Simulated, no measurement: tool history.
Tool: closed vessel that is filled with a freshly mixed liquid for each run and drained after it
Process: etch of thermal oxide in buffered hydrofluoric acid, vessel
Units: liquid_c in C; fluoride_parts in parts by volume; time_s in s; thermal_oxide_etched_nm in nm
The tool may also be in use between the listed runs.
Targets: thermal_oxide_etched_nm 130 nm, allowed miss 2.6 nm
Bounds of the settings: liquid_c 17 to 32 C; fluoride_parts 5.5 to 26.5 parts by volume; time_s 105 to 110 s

run	hour	liquid_c	fluoride_parts	time_s	thermal_oxide_etched_nm
1	0	24	16	105	86.594
2	7.8	24	16	110	90.546
3	15.7	24	20.5	110	71.262
4	18.4	21	20.5	110	60.334
5	22.9	21	20.5	105	58.455
6	31.8	19.5	20.5	105	52.754
7	38.8	19.5	20.5	105	53.38
8	45.8	21.5	19.5	105	62.161
9	49.5	23	19	105	69.88
10	55.7	24.5	18.5	105	76.746
11	61.7	24.5	18.5	105	76.847
12	63.9	25.5	18	105	82.718
13	64.9	26.5	17.5	105	90.13
14	70.9	27.5	17.5	105	95.977
15	78.5	28	17.5	105	97.94

4 next moves are on the table. One of them brings every result within its allowed miss. Which?
A	86.1	28	14.5	110	?
B	86.1	28.5	15	110	?
C	86.1	31.5	16	105	?
D	86.1	27.5	14	110	?

move	thermal_oxide_etched_nm
A	125.16
B	124.32
C	130.44
D	126.13
A: nearer than the last run, and not there yet
B: nearer than the last run, and not there yet
C: meets every target
D: nearer than the last run, and not there yet
Move C is the one to make.
